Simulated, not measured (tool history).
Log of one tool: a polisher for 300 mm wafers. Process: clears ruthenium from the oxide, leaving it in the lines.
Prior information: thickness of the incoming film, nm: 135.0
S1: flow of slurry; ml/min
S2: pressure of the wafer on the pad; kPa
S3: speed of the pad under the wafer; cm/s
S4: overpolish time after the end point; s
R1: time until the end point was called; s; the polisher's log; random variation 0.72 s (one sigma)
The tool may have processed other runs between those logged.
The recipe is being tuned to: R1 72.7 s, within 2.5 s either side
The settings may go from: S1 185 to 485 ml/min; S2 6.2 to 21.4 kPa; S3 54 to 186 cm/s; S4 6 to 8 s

run 1 hour=0 | S1=310 S2=13.8 S3=118 S4=8 | R1=109.4
run 2 hour=6.3 | S1=385 S2=13.8 S3=118 S4=8 | R1=105.6
run 3 hour=10.4 | S1=385 S2=13.8 S3=118 S4=6 | R1=108.07
run 4 hour=19.3 | S1=385 S2=13.8 S3=118 S4=8 | R1=107.78
run 5 hour=26.3 | S1=385 S2=15.2 S3=118 S4=8 | R1=97.807
run 6 hour=31.3 | S1=385 S2=15.9 S3=118 S4=8 | R1=94.45
run 7 hour=35.9 | S1=385 S2=16.5 S3=118 S4=8 | R1=91.333
run 8 hour=43.8 | S1=385 S2=17.2 S3=118 S4=8 | R1=87.771
run 9 hour=47.1 | S1=385 S2=17.9 S3=118 S4=8 | R1=83.913
run 10 hour=52 | S1=385 S2=18.6 S3=118 S4=8 | R1=81.586
run 11 hour=53.4 | S1=385 S2=19.3 S3=118 S4=8 | R1=79.145
run 12 hour=61.3 | S1=390 S2=20 S3=118 S4=8 | R1=76.26

Consider the 4 candidate settings below. Which is the only one whose results all fall within their allowed miss of target?
run A hour=69.2 | S1=420 S2=15.9 S3=140 S4=8 | R1=?
run B hour=69.2 | S1=350 S2=20.7 S3=108 S4=7 | R1=?
run C hour=69.2 | S1=345 S2=20 S3=124 S4=8 | R1=?
run D hour=69.2 | S1=365 S2=17.9 S3=120 S4=8 | R1=?

move=A R1=79.247
move=B R1=80.001
move=C R1=72.333
move=D R1=82.594
A: its largest miss is bigger than the last run's
B: its largest miss is bigger than the last run's
C: in spec on every target
D: its largest miss is bigger than the last run's
Move C is the one to make.
